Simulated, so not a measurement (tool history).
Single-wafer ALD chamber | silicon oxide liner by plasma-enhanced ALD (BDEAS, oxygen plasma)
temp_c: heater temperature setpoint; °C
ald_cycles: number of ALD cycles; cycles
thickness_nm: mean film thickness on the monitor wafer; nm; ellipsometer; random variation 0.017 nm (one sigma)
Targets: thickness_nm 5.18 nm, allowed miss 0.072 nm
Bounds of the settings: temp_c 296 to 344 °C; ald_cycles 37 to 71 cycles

run 1 hour=0 | temp_c=320 ald_cycles=54 | thickness_nm=4.2553
run 2 hour=5.1 | temp_c=320 ald_cycles=59 | thickness_nm=4.6534
run 3 hour=13.3 | temp_c=319 ald_cycles=60 | thickness_nm=4.7393
run 4 hour=18.6 | temp_c=326 ald_cycles=60 | thickness_nm=4.6723
-- hour=22.8 thermocouple changed; heater temperature recalibrated
run 5 hour=22.8 | temp_c=326 ald_cycles=54 | thickness_nm=4.2609
run 6 hour=31.6 | temp_c=326 ald_cycles=57 | thickness_nm=4.5084
run 7 hour=40.4 | temp_c=326 ald_cycles=59 | thickness_nm=4.6346
run 8 hour=47.4 | temp_c=326 ald_cycles=60 | thickness_nm=4.7335
run 9 hour=53.1 | temp_c=326 ald_cycles=61 | thickness_nm=4.8028
run 10 hour=58.4 | temp_c=326 ald_cycles=62 | thickness_nm=4.8745
run 11 hour=66.9 | temp_c=326 ald_cycles=63 | thickness_nm=4.981
run 12 hour=73.7 | temp_c=326 ald_cycles=64 | thickness_nm=5.0597

5 next moves are on the table. One of them brings every result within its allowed miss. Which?
run A hour=80.5 | temp_c=327 ald_cycles=64 | thickness_nm=?
run B hour=80.5 | temp_c=327 ald_cycles=62 | thickness_nm=?
run C hour=80.5 | temp_c=322 ald_cycles=62 | thickness_nm=?
run D hour=80.5 | temp_c=322 ald_cycles=61 | thickness_nm=?
run E hour=80.5 | temp_c=332 ald_cycles=66 | thickness_nm=?

move=A thickness_nm=5.0611
move=B thickness_nm=4.9029
move=C thickness_nm=4.9342
move=D thickness_nm=4.8546
move=E thickness_nm=5.1859
A: as far off as the last run
B: further off than the last run
C: further off than the last run
D: further off than the last run
E: meets every target
The right move is E.
